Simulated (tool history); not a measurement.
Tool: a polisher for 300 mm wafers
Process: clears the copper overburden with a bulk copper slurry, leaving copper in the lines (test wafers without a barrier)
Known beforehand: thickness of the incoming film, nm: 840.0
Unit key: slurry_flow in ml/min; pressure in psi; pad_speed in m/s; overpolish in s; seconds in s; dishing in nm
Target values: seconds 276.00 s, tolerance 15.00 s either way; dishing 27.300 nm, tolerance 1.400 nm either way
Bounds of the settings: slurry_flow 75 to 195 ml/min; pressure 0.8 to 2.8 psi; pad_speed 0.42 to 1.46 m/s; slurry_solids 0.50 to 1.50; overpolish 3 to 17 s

run	hour	slurry_flow	pressure	pad_speed	slurry_solids	overpolish	seconds	dishing
1	0.0	125	1.8	0.94	1.00	9	187.53	25.504
2	1.4	120	1.7	0.94	1.00	10	197.97	26.393
3	1.9	115	1.6	0.94	1.00	11	215.74	26.711
4	6.1	115	1.6	0.94	1.00	13	209.48	31.519
5	9.3	110	1.5	0.94	1.00	13	235.13	29.680
6	13.9	105	1.5	0.94	1.00	13	236.45	28.436
7	22.1	100	1.5	0.94	1.00	13	247.57	29.111
8	27.5	95	1.5	0.94	1.00	13	244.26	26.865
# hour 31.4: slurry nozzle cleaned
9	31.4	90	1.5	0.94	1.00	13	226.45	28.906
10	35.4	95	1.5	0.94	1.00	13	232.06	29.168

Exactly one of the 5 candidate moves below puts every result within its allowed miss. Which one?
A	39.4	90	2.0	1.00	1.00	9	?	?
B	39.4	90	1.4	0.84	1.05	16	?	?
C	39.4	90	1.6	1.08	0.80	10	?	?
D	39.4	100	1.9	0.86	1.00	11	?	?
E	39.4	95	1.4	0.82	1.10	14	?	?

move	seconds	dishing
A	169.86	28.774
B	280.82	29.995
C	206.11	26.330
D	200.16	29.627
E	279.56	26.859
A: moves away from the targets compared with the last run
B: gets the furthest-off result to its target, but another result is out of tolerance
C: moves away from the targets compared with the last run
D: moves away from the targets compared with the last run
E: all results land within tolerance of their targets
Go with E: it meets all targets.
